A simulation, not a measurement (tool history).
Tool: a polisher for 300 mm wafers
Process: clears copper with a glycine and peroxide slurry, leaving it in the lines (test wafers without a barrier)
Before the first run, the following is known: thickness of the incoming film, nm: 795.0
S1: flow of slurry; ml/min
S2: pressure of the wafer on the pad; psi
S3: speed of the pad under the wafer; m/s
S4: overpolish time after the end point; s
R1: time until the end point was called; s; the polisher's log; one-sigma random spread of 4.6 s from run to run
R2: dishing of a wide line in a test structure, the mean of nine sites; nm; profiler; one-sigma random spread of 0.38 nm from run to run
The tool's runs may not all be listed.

run 1 day=0.000 | S1=155 S2=2.5 S3=1.00 S4=25 | R1=152.79 R2=92.832
run 2 day=0.138 | S1=145 S2=2.3 S3=0.96 S4=22 | R1=166.31 R2=77.113
run 3 day=0.392 | S1=135 S2=2.1 S3=0.90 S4=20 | R1=191.92 R2=65.053
run 4 day=0.612 | S1=135 S2=2.1 S3=1.06 S4=20 | R1=173.71 R2=69.743
run 5 day=0.696 | S1=135 S2=2.1 S3=1.06 S4=13 | R1=172.41 R2=48.270
run 6 day=0.958 | S1=135 S2=2.5 S3=1.06 S4=13 | R1=154.65 R2=55.312

For run 7, what comes out?
run 7 day=1.112 | S1=155 S2=2.3 S3=0.96 S4=12 | R1=? R2=?

Run 7 gave R1 168.18 s, R2 45.387 nm.
